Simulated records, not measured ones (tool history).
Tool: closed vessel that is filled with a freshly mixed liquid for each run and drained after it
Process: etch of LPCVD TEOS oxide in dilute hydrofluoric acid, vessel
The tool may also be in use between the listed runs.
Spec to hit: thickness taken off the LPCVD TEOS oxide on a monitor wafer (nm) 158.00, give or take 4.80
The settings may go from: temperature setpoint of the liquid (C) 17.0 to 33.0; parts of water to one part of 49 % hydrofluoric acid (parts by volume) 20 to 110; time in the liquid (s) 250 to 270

| run | hour | temperature setpoint of the liquid (C) | parts of water to one part of 49 % hydrofluoric acid (parts by volume) | time in the liquid (s) | thickness taken off the LPCVD TEOS oxide on a monitor wafer (nm) |
|---|---|---|---|---|---|
| 1 | 0.0 | 25.0 | 60 | 250 | 107.54 |
| 2 | 2.7 | 26.5 | 60 | 250 | 114.31 |
| 3 | 12.0 | 27.5 | 60 | 250 | 118.99 |
| 4 | 14.2 | 28.5 | 60 | 250 | 122.82 |
| 5 | 22.9 | 26.0 | 60 | 250 | 112.25 |
| 6 | 26.8 | 27.0 | 60 | 250 | 117.35 |
| 7 | 27.8 | 28.0 | 60 | 250 | 121.26 |
| 8 | 34.2 | 29.0 | 60 | 250 | 123.79 |
| 9 | 42.9 | 29.5 | 60 | 250 | 128.44 |
| 10 | 44.6 | 30.0 | 60 | 250 | 129.21 |
| 11 | 49.0 | 30.5 | 60 | 250 | 133.28 |
|  | 52.8 | thermometer replaced |
| 12 | 52.8 | 31.0 | 60 | 250 | 124.03 |

Below are 5 possible settings for the next run. Only one of them brings all results inside the allowed miss of their targets. Which is it?
| A | 56.6 | 30.0 | 45 | 260 | ? |
| B | 56.6 | 28.5 | 50 | 270 | ? |
| C | 56.6 | 27.0 | 45 | 270 | ? |
| D | 56.6 | 23.0 | 35 | 270 | ? |
| E | 56.6 | 29.0 | 45 | 270 | ? |

| move | thickness taken off the LPCVD TEOS oxide on a monitor wafer (nm) |
|---|---|
| A | 172.37 |
| B | 150.67 |
| C | 158.81 |
| D | 175.58 |
| E | 172.06 |
A: carries the result that was furthest off beyond its target, to the other side
B: gains on the last run, yet a result remains outside its allowed miss
C: all results in spec
D: carries the result that was furthest off beyond its target, to the other side
E: carries the result that was furthest off beyond its target, to the other side
Answer: C
